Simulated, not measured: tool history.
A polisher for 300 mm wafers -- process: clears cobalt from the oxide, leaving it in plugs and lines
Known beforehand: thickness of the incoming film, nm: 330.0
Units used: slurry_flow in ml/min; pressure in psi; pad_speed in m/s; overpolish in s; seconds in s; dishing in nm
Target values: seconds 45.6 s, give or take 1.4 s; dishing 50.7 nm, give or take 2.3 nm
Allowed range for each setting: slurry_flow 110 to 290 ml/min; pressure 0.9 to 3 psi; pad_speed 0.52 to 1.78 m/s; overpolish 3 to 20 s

run	hour	slurry_flow	pressure	pad_speed	overpolish	seconds	dishing
1	0	185	1.9	1.14	10	80.638	30.102
2	8.8	185	1.7	1.14	10	90.922	27.815
3	13.2	185	1.3	1.14	10	118.47	23.345
4	15.5	185	1.4	1.14	10	109.03	24.838
5	19.3	185	1.5	1.14	10	101.88	26.157
6	28.1	185	1.6	1.14	10	95.164	27.058
7	31.9	200	2.2	1.16	13	68.212	38.129
8	33.8	200	2.3	1.16	13	65.116	40.588
9	34.4	200	2.4	1.16	13	62.359	40.375
10	35.9	200	2.5	1.16	13	59.901	40.585
11	42	200	2.6	1.16	13	57.933	42.086
12	47.4	205	2.6	1.16	13	59.05	42.086
13	51.2	200	2.8	1.22	13	51.539	45.196
14	52.7	215	2.9	1.24	13	48.919	47.118
15	56.8	215	2.9	1.28	13	47.023	47.185
16	60.8	215	2.9	1.28	14	46.482	47.263
17	66.3	215	2.9	1.26	15	47.308	48.095
18	74.7	215	2.9	1.26	15	47.792	47.782

Which one of the following 4 next-run settings gets every result inside its allowed miss? There is exactly one.
A	83.1	230	2.9	1.34	11	?	?
B	83.1	175	2.9	1.36	16	?	?
C	83.1	190	2.6	1.48	12	?	?
D	83.1	240	2.6	1.52	11	?	?

move	seconds	dishing
A	44.37	44.036
B	45.223	49.901
C	45.841	45.04
D	43.461	44.417
A: the furthest-off result lands on target, but another misses its tolerance
B: all results in spec
C: the furthest-off result lands on target, but another misses its tolerance
D: the result that was furthest off in the last run now lies on the other side of its target
Answer: B
